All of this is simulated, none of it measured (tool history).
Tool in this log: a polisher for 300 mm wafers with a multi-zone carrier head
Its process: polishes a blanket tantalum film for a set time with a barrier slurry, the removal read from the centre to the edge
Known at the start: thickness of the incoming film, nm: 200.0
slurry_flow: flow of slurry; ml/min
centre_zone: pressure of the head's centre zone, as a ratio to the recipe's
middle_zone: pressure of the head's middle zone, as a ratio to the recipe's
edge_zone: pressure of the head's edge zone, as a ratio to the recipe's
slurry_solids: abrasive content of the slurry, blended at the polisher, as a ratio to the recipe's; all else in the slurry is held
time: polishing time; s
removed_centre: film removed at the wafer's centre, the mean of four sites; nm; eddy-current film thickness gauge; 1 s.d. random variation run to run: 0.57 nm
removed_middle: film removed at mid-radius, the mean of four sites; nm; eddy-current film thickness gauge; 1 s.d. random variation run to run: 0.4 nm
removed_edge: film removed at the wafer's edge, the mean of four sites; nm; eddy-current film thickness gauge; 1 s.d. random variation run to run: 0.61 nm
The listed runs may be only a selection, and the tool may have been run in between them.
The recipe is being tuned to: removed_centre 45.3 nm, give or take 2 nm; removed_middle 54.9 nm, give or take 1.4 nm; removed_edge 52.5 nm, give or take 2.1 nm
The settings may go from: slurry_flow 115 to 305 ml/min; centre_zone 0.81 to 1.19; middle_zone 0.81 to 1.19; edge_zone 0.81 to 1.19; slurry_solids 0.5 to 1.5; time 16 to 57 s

Run 1, hour 0: slurry_flow 195 ml/min, centre_zone 1, middle_zone 1, edge_zone 1, slurry_solids 1, time 36 s. Result: removed_centre 67.931 nm, removed_middle 69.248 nm, removed_edge 68.628 nm.
Run 2, hour 4.2: slurry_flow 190 ml/min, centre_zone 0.98, middle_zone 1, edge_zone 0.98, slurry_solids 0.95, time 36 s. Result: removed_centre 65.698 nm, removed_middle 67.994 nm, removed_edge 66.255 nm.
Run 3, hour 5.9: slurry_flow 185 ml/min, centre_zone 0.96, middle_zone 1, edge_zone 0.98, slurry_solids 0.9, time 36 s. Result: removed_centre 61.907 nm, removed_middle 65.381 nm, removed_edge 64.394 nm.
Run 4, hour 12.1: slurry_flow 185 ml/min, centre_zone 0.96, middle_zone 1, edge_zone 1.03, slurry_solids 0.9, time 36 s. Result: removed_centre 61.505 nm, removed_middle 66.313 nm, removed_edge 66.546 nm.
Run 5, hour 19.1: slurry_flow 185 ml/min, centre_zone 0.96, middle_zone 1.07, edge_zone 1.03, slurry_solids 0.9, time 36 s. Result: removed_centre 62.274 nm, removed_middle 71.159 nm, removed_edge 66.739 nm.
Run 6, hour 26.6: slurry_flow 185 ml/min, centre_zone 0.91, middle_zone 1.07, edge_zone 1.03, slurry_solids 0.9, time 36 s. Result: removed_centre 58.639 nm, removed_middle 70.746 nm, removed_edge 66.642 nm.
Run 7, hour 33.5: slurry_flow 180 ml/min, centre_zone 0.9, middle_zone 1.06, edge_zone 1.01, slurry_solids 0.85, time 36 s. Result: removed_centre 56.788 nm, removed_middle 69.124 nm, removed_edge 62.624 nm.
Run 8, hour 38.7: slurry_flow 175 ml/min, centre_zone 0.89, middle_zone 1.04, edge_zone 1.01, slurry_solids 0.8, time 36 s. Result: removed_centre 53.73 nm, removed_middle 65.635 nm, removed_edge 63.597 nm.
Run 9, hour 41.5: slurry_flow 175 ml/min, centre_zone 0.88, middle_zone 1.03, edge_zone 0.99, slurry_solids 0.8, time 36 s. Result: removed_centre 54.085 nm, removed_middle 64.511 nm, removed_edge 61.231 nm.
Run 10, hour 47.8: slurry_flow 170 ml/min, centre_zone 0.87, middle_zone 1.02, edge_zone 0.98, slurry_solids 0.8, time 36 s. Result: removed_centre 52.855 nm, removed_middle 63.565 nm, removed_edge 61.727 nm.
Run 11, hour 54.1: slurry_flow 165 ml/min, centre_zone 0.86, middle_zone 1.02, edge_zone 0.96, slurry_solids 0.75, time 36 s. Result: removed_centre 52.128 nm, removed_middle 63.117 nm, removed_edge 58.319 nm.
Run 12, hour 62.2: slurry_flow 160 ml/min, centre_zone 0.85, middle_zone 1.01, edge_zone 0.96, slurry_solids 0.75, time 36 s. Result: removed_centre 50.223 nm, removed_middle 61.128 nm, removed_edge 59.474 nm.
Run 13, hour 63.6: slurry_flow 155 ml/min, centre_zone 0.84, middle_zone 1.01, edge_zone 0.95, slurry_solids 0.75, time 36 s. Result: removed_centre 49.545 nm, removed_middle 60.441 nm, removed_edge 58.619 nm.
Run 14, hour 65.6: slurry_flow 130 ml/min, centre_zone 0.81, middle_zone 0.98, edge_zone 0.85, slurry_solids 0.6, time 36 s. Result: removed_centre 41.607 nm, removed_middle 51.848 nm, removed_edge 48.988 nm.
Run 15, hour 70.9: slurry_flow 135 ml/min, centre_zone 0.81, middle_zone 0.98, edge_zone 0.86, slurry_solids 0.6, time 36 s. Result: removed_centre 41.549 nm, removed_middle 52.396 nm, removed_edge 50.064 nm.
Run 16, hour 72.4: slurry_flow 140 ml/min, centre_zone 0.81, middle_zone 0.98, edge_zone 0.86, slurry_solids 0.6, time 36 s. Result: removed_centre 41.951 nm, removed_middle 52.551 nm, removed_edge 49.792 nm.
Run 17, hour 75.8: slurry_flow 145 ml/min, centre_zone 0.81, middle_zone 0.98, edge_zone 0.87, slurry_solids 0.6, time 36 s. Result: removed_centre 41.624 nm, removed_middle 53.582 nm, removed_edge 50.525 nm.
Run 18, hour 78.9: slurry_flow 145 ml/min, centre_zone 0.82, middle_zone 0.98, edge_zone 0.87, slurry_solids 0.6, time 36 s. Result: removed_centre 43.422 nm, removed_middle 53.015 nm, removed_edge 51.234 nm.
Run 19, hour 80.9: slurry_flow 150 ml/min, centre_zone 0.82, middle_zone 0.98, edge_zone 0.87, slurry_solids 0.6, time 36 s. Result: removed_centre 43.332 nm, removed_middle 52.833 nm, removed_edge 51.027 nm.

Exactly one of the 5 candidate moves below puts every result within its allowed miss. Which one?
Run A, hour 82.9: slurry_flow 165 ml/min, centre_zone 0.85, middle_zone 1, edge_zone 0.93, slurry_solids 0.55, time 37 s. Result: removed_centre ?, removed_middle ?, removed_edge ?.
Run B, hour 82.9: slurry_flow 145 ml/min, centre_zone 0.86, middle_zone 0.9, edge_zone 0.86, slurry_solids 0.65, time 36 s. Result: removed_centre ?, removed_middle ?, removed_edge ?.
Run C, hour 82.9: slurry_flow 130 ml/min, centre_zone 0.83, middle_zone 0.85, edge_zone 0.93, slurry_solids 0.5, time 42 s. Result: removed_centre ?, removed_middle ?, removed_edge ?.
Run D, hour 82.9: slurry_flow 210 ml/min, centre_zone 0.83, middle_zone 0.9, edge_zone 0.85, slurry_solids 0.5, time 36 s. Result: removed_centre ?, removed_middle ?, removed_edge ?.
Run E, hour 82.9: slurry_flow 150 ml/min, centre_zone 0.91, middle_zone 1.1, edge_zone 0.93, slurry_solids 0.5, time 37 s. Result: removed_centre ?, removed_middle ?, removed_edge ?.

move  removed_centre  removed_middle  removed_edge
   A          45.339          53.749        52.223
   B          46.715           50.32        52.057
   C          44.902          48.012        54.362
   D          42.941          47.554        48.029
   E           45.24          54.371        48.937
A: every result lands within tolerance
B: the biggest miss grows against the last run
C: the biggest miss grows against the last run
D: the biggest miss grows against the last run
E: brings the last run's worst result on target, with another outside its allowed miss
A meets every target.
